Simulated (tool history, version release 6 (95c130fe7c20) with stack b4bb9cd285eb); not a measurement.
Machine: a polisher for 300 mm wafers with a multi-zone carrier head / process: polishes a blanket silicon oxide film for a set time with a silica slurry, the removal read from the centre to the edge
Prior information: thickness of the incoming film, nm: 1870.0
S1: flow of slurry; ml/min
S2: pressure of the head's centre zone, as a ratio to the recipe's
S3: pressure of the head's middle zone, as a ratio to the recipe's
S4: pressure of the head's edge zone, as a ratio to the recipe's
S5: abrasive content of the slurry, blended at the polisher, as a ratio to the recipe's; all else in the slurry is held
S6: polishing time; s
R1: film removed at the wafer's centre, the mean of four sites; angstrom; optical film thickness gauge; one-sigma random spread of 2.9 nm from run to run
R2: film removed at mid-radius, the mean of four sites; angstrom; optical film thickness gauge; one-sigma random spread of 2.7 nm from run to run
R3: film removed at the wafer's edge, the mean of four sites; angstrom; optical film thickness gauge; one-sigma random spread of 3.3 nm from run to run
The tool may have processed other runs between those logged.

run 1 hour=0 | S1=140 S2=1 S3=1 S4=1 S5=1 S6=80 | R1=2211.4 R2=2207.4 R3=2156.5
run 2 hour=3.8 | S1=165 S2=1 S3=1 S4=1 S5=1 S6=80 | R1=2266.5 R2=2309.2 R3=2211.3
run 3 hour=5 | S1=190 S2=1 S3=1 S4=1 S5=1 S6=80 | R1=2300.1 R2=2378.4 R3=2311.3
run 4 hour=9.5 | S1=195 S2=1 S3=1 S4=1.02 S5=1.05 S6=81 | R1=2433.7 R2=2480.6 R3=2400.1
run 5 hour=13.1 | S1=195 S2=1 S3=1 S4=0.94 S5=1.05 S6=81 | R1=2370.7 R2=2454.2 R3=2224.9
run 6 hour=15.1 | S1=195 S2=0.99 S3=1 S4=0.97 S5=1.1 S6=82 | R1=2445.3 R2=2480.8 R3=2318.9
run 7 hour=19.3 | S1=200 S2=0.98 S3=1.01 S4=1 S5=1.15 S6=84 | R1=2489.1 R2=2648.1 R3=2508.4
-- hour=25.1 worn pad replaced by a new one
run 8 hour=25.1 | S1=200 S2=0.99 S3=1.02 S4=1.03 S5=1.2 S6=85 | R1=2925.2 R2=3033.3 R3=2896.6
run 9 hour=28.5 | S1=200 S2=0.99 S3=1.02 S4=1.05 S5=1.2 S6=85 | R1=2926.9 R2=3027 R3=2893.7

Predict the results of run 10:
run 10 hour=36.3 | S1=200 S2=0.99 S3=1.02 S4=1.07 S5=1.2 S6=85 | R1=? R2=? R3=?

For run 10 the tool returned R1 2935.6 angstrom, R2 3046.3 angstrom, R3 2942.9 angstrom.

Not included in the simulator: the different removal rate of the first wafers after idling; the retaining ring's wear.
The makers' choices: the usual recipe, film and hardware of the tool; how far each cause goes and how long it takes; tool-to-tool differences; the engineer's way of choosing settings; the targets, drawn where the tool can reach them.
